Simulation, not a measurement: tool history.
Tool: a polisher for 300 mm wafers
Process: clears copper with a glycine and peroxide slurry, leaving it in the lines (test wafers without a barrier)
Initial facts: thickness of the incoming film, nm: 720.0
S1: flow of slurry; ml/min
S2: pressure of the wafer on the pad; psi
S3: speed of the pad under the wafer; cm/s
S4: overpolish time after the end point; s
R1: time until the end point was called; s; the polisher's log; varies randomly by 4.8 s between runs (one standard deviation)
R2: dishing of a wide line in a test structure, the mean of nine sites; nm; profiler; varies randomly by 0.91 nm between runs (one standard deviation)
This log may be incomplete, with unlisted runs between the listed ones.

Run 1, day 0.000: S1 305 ml/min, S2 1.8 psi, S3 122 cm/s, S4 21 s. Result: R1 208.54 s, R2 48.556 nm.
Run 2, day 0.058: S1 305 ml/min, S2 1.7 psi, S3 120 cm/s, S4 22 s. Result: R1 222.77 s, R2 48.073 nm.
Run 3, day 0.108: S1 305 ml/min, S2 1.6 psi, S3 118 cm/s, S4 23 s. Result: R1 228.51 s, R2 48.775 nm.
Run 4, day 0.267: S1 305 ml/min, S2 1.6 psi, S3 132 cm/s, S4 23 s. Result: R1 201.09 s, R2 50.692 nm.
Run 5, day 0.496: S1 305 ml/min, S2 1.6 psi, S3 132 cm/s, S4 28 s. Result: R1 210.49 s, R2 57.447 nm.
Run 6, day 0.733: S1 305 ml/min, S2 1.6 psi, S3 132 cm/s, S4 23 s. Result: R1 207.23 s, R2 51.621 nm.
Run 7, day 1.058: S1 305 ml/min, S2 1.4 psi, S3 130 cm/s, S4 24 s. Result: R1 229.61 s, R2 48.383 nm.
Run 8, day 1.392: S1 305 ml/min, S2 1.3 psi, S3 128 cm/s, S4 25 s. Result: R1 240.06 s, R2 47.349 nm.
Run 9, day 1.658: S1 305 ml/min, S2 1.2 psi, S3 126 cm/s, S4 26 s. Result: R1 256.22 s, R2 47.455 nm.
Run 10, day 2.029: S1 305 ml/min, S2 1.2 psi, S3 126 cm/s, S4 27 s. Result: R1 250.36 s, R2 48.889 nm.

Forecast run 11:
Run 11, day 2.362: S1 305 ml/min, S2 1.1 psi, S3 124 cm/s, S4 28 s. Result: R1 ?, R2 ?.

R1: 260.52 s
R2: 47.121 nm

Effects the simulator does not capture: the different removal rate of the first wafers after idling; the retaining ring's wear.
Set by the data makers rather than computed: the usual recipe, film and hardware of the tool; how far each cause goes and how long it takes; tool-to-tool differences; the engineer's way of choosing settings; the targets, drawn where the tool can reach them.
